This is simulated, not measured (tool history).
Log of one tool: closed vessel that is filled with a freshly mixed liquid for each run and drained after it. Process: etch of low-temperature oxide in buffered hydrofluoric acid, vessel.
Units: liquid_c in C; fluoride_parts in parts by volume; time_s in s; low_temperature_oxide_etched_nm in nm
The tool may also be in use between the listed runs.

run	day	liquid_c	fluoride_parts	time_s	low_temperature_oxide_etched_nm
1	0.000	23.0	22.5	30	45.267
2	0.054	25.5	18.0	30	62.389
3	0.275	25.5	18.0	30	62.629
4	0.608	25.5	18.0	30	62.720
5	0.692	25.5	18.0	30	63.058
6	1.067	25.5	18.0	30	62.478
7	1.196	27.5	15.5	30	80.152
8	1.408	28.5	14.5	30	90.734
9	1.617	29.5	14.0	30	99.379
10	1.688	31.0	11.5	30	130.570
11	1.796	31.0	11.5	30	129.700
12	1.846	30.5	11.5	30	127.020

The next listed run, before its measurement:
13	1.921	30.0	11.5	30	?

Run 13 gave low_temperature_oxide_etched_nm 123.370 nm.

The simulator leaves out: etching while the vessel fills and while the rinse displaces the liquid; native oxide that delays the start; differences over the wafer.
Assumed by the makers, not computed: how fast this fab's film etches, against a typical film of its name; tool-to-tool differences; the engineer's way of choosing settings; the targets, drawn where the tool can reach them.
